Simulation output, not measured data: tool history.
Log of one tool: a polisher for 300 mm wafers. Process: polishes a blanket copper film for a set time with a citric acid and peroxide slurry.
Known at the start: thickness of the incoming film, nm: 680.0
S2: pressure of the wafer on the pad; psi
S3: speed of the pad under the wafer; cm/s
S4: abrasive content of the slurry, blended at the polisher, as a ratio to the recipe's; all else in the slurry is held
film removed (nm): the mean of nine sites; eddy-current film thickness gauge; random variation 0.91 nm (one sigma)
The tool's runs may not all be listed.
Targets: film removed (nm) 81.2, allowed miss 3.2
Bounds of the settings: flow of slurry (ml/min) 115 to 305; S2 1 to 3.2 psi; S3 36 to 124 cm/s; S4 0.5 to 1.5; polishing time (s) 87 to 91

Run 1, hour 0: flow of slurry (ml/min) 195, S2 2.1 psi, S3 80 cm/s, S4 1, polishing time (s) 87. Result: film removed (nm) 89.127.
Run 2, hour 3.9: flow of slurry (ml/min) 195, S2 2.1 psi, S3 62 cm/s, S4 1, polishing time (s) 87. Result: film removed (nm) 70.607.
Run 3, hour 9.9: flow of slurry (ml/min) 195, S2 2.1 psi, S3 62 cm/s, S4 0.9, polishing time (s) 87. Result: film removed (nm) 69.412.
Run 4, hour 12.3: flow of slurry (ml/min) 195, S2 2.2 psi, S3 62 cm/s, S4 0.9, polishing time (s) 87. Result: film removed (nm) 72.198.
Run 5, hour 16.3: flow of slurry (ml/min) 200, S2 2.3 psi, S3 62 cm/s, S4 0.9, polishing time (s) 87. Result: film removed (nm) 75.896.
At hour 23.7: head pressure recalibrated.
Run 6, hour 23.7: flow of slurry (ml/min) 205, S2 2.4 psi, S3 62 cm/s, S4 0.9, polishing time (s) 87. Result: film removed (nm) 86.521.
Run 7, hour 25.6: flow of slurry (ml/min) 200, S2 2.4 psi, S3 62 cm/s, S4 0.9, polishing time (s) 87. Result: film removed (nm) 85.982.
Run 8, hour 28.9: flow of slurry (ml/min) 190, S2 2.4 psi, S3 62 cm/s, S4 0.9, polishing time (s) 87. Result: film removed (nm) 84.494.

Which of these 5 next moves meets every target?
Run A, hour 32.2: flow of slurry (ml/min) 190, S2 3.1 psi, S3 52 cm/s, S4 0.55, polishing time (s) 91. Result: film removed (nm) ?.
Run B, hour 32.2: flow of slurry (ml/min) 180, S2 2.1 psi, S3 72 cm/s, S4 0.85, polishing time (s) 91. Result: film removed (nm) ?.
Run C, hour 32.2: flow of slurry (ml/min) 180, S2 2.2 psi, S3 72 cm/s, S4 0.95, polishing time (s) 87. Result: film removed (nm) ?.
Run D, hour 32.2: flow of slurry (ml/min) 140, S2 2.8 psi, S3 52 cm/s, S4 0.95, polishing time (s) 89. Result: film removed (nm) ?.
Run E, hour 32.2: flow of slurry (ml/min) 170, S2 2.1 psi, S3 76 cm/s, S4 0.95, polishing time (s) 87. Result: film removed (nm) ?.

move  film removed (nm)
   A             91.233
   B             89.484
   C             90.756
   D             81.699
   E             90.538
A: further off than the last run
B: further off than the last run
C: further off than the last run
D: meets every target
E: further off than the last run
Move D is the one to make.
